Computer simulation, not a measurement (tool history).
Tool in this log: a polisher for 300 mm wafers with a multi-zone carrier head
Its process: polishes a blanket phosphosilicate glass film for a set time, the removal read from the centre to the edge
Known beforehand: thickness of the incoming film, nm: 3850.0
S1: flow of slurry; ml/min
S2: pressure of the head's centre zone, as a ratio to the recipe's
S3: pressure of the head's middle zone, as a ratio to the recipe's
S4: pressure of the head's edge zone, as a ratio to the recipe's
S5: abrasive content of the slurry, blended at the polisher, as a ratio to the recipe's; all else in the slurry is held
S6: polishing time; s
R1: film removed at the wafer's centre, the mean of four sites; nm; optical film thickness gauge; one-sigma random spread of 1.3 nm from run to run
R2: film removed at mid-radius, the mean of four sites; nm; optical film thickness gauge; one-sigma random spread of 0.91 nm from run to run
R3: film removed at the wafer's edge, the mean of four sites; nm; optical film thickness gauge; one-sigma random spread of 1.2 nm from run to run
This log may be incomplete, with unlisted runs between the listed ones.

run 1 hour=0.0 | S1=290 S2=1.00 S3=1.00 S4=1.00 S5=1.00 S6=46 | R1=212.360 R2=224.670 R3=217.010
run 2 hour=7.9 | S1=290 S2=1.00 S3=1.00 S4=1.07 S5=1.00 S6=46 | R1=220.650 R2=223.460 R3=220.850
run 3 hour=15.2 | S1=290 S2=1.00 S3=1.07 S4=1.07 S5=1.00 S6=46 | R1=217.900 R2=240.490 R3=226.690
run 4 hour=17.8 | S1=290 S2=1.00 S3=1.11 S4=1.07 S5=1.00 S6=46 | R1=219.000 R2=246.460 R3=217.490
run 5 hour=19.2 | S1=290 S2=1.00 S3=1.08 S4=1.07 S5=1.00 S6=46 | R1=217.660 R2=243.430 R3=219.230
run 6 hour=20.4 | S1=290 S2=1.00 S3=1.01 S4=1.07 S5=1.00 S6=46 | R1=217.740 R2=223.080 R3=217.730
run 7 hour=24.8 | S1=255 S2=1.03 S3=0.99 S4=1.04 S5=0.85 S6=39 | R1=171.330 R2=175.360 R3=172.870
run 8 hour=25.4 | S1=250 S2=1.08 S3=0.97 S4=1.01 S5=0.75 S6=34 | R1=150.670 R2=144.820 R3=144.800
run 9 hour=28.2 | S1=255 S2=1.10 S3=0.96 S4=0.99 S5=0.70 S6=30 | R1=134.790 R2=124.660 R3=122.740
run 10 hour=32.6 | S1=260 S2=1.10 S3=0.94 S4=0.96 S5=0.65 S6=29 | R1=126.880 R2=113.550 R3=115.840
run 11 hour=37.5 | S1=255 S2=1.10 S3=0.96 S4=0.86 S5=0.50 S6=24 | R1=100.320 R2=87.317 R3=80.632
run 12 hour=39.1 | S1=260 S2=1.10 S3=0.96 S4=0.89 S5=0.50 S6=24 | R1=95.925 R2=88.566 R3=82.477
run 13 hour=43.0 | S1=260 S2=1.12 S3=0.95 S4=0.91 S5=0.50 S6=24 | R1=99.479 R2=89.174 R3=82.515
run 14 hour=44.5 | S1=260 S2=1.12 S3=0.94 S4=0.93 S5=0.50 S6=24 | R1=99.659 R2=87.581 R3=85.930
run 15 hour=52.8 | S1=260 S2=1.12 S3=0.94 S4=0.93 S5=0.50 S6=24 | R1=101.090 R2=88.036 R3=85.952

The next listed run, before its measurement:
run 16 hour=60.5 | S1=260 S2=1.12 S3=0.94 S4=0.95 S5=0.50 S6=24 | R1=? R2=? R3=?

{"run 16": {"R1": 96.202, "R2": 87.521, "R3": 88.053}}
